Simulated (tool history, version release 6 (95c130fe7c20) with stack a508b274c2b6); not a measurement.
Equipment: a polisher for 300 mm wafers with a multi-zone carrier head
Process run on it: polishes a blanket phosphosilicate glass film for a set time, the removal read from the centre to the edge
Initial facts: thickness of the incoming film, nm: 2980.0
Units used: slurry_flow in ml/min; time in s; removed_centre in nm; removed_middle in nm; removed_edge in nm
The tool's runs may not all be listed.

run,day,slurry_flow,centre_zone,middle_zone,edge_zone,slurry_solids,time,removed_centre,removed_middle,removed_edge
1,0,165,1,1,1,1,86,944.97,950.4,967.64
2,0.358,165,0.92,1,1,1,86,869.05,950.77,966.75
3,0.688,145,0.92,1,1,1,86,842.9,937.16,957.51
4,0.767,155,0.95,1,1.03,1.05,86,890.13,954.16,990.61
5,1.088,165,0.98,1,1.05,1.1,86,975.92,991.08,1046.2
6,1.308,165,0.98,1.05,1.05,1.1,86,939.03,1015,1022.9
7,1.679,180,1,1.04,1.07,1.15,86,989.87,1037.2,1077.9

Expected results for the next run?
8,1.817,190,1.03,1.04,1.08,1.2,86,?,?,?

removed_centre: 1073.3 nm
removed_middle: 1065.3 nm
removed_edge: 1096.3 nm
